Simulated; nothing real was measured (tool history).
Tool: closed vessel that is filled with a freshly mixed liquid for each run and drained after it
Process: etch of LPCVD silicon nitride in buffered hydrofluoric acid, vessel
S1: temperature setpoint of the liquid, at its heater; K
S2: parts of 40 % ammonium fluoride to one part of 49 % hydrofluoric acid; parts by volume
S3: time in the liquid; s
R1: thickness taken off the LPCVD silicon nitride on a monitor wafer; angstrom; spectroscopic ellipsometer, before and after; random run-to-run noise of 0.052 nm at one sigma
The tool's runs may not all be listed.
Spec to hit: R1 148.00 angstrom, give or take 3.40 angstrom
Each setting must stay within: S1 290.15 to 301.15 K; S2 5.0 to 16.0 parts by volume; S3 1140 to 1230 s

| run | hour | S1 | S2 | S3 | R1 |
|---|---|---|---|---|---|
| 1 | 0.0 | 293.15 | 9.5 | 1140 | 117.45 |
| 2 | 6.6 | 294.15 | 9.5 | 1140 | 124.33 |
| 3 | 12.4 | 294.15 | 11.0 | 1140 | 109.97 |
| 4 | 17.2 | 295.65 | 11.0 | 1140 | 119.16 |
| 5 | 19.0 | 296.65 | 11.0 | 1140 | 125.43 |
| 6 | 24.7 | 297.65 | 11.0 | 1140 | 132.17 |
| 7 | 28.7 | 298.15 | 11.0 | 1140 | 136.02 |
| 8 | 36.6 | 298.15 | 11.0 | 1140 | 136.10 |
| 9 | 39.1 | 298.65 | 11.0 | 1140 | 139.35 |
| 10 | 46.0 | 299.15 | 11.0 | 1140 | 143.83 |

4 next moves are on the table. One of them brings every result within its allowed miss. Which?
| A | 52.9 | 300.15 | 12.5 | 1190 | ? |
| B | 52.9 | 299.15 | 11.5 | 1220 | ? |
| C | 52.9 | 299.15 | 11.5 | 1140 | ? |
| D | 52.9 | 298.15 | 11.5 | 1215 | ? |

| move | R1 |
|---|---|
| A | 139.92 |
| B | 147.58 |
| C | 137.90 |
| D | 139.35 |
A: lands further from the targets than the last run did
B: each result inside its tolerance
C: lands further from the targets than the last run did
D: lands further from the targets than the last run did
Go with B: it meets all targets.
